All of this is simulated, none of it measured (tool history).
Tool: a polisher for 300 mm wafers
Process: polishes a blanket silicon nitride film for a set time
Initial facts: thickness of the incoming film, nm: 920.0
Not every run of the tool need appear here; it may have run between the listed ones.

run,hour,flow of slurry (ml/min),pressure of the wafer on the pad (psi),speed of the pad under the wafer (cm/s),polishing time (s),film removed (angstrom)
1,0.0,300,4.5,112,85,2342.8
2,6.1,300,4.5,112,85,2378.1
3,10.6,300,4.8,112,85,2484.4
4,17.0,300,4.8,138,85,2816.1
5,19.7,300,4.8,110,85,2469.0
6,22.8,300,4.8,88,85,2089.6
7,29.8,300,6.1,92,85,2673.6

What does the tool deliver on the next run?
8,32.4,300,6.3,94,85,?

{"run 8": {"film removed (angstrom)": 2809.9}}
